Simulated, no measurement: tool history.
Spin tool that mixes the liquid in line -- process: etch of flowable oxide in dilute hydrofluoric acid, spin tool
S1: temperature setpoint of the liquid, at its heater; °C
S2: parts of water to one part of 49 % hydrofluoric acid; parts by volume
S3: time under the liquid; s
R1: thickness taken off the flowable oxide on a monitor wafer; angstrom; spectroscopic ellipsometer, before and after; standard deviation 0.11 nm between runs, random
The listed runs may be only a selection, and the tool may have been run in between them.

run,day,S1,S2,S3,R1
1,0,25,265,70,53.782
2,0.212,25,215,70,69.283
3,0.483,25,215,70,69.421
4,0.704,26,205,70,75.446
5,0.758,26,205,70,76.38
6,0.9,26,145,70,112.53

Forecast run 7:
7,1.058,26.5,145,70,?

{"run 7": {"R1": 115.22}}
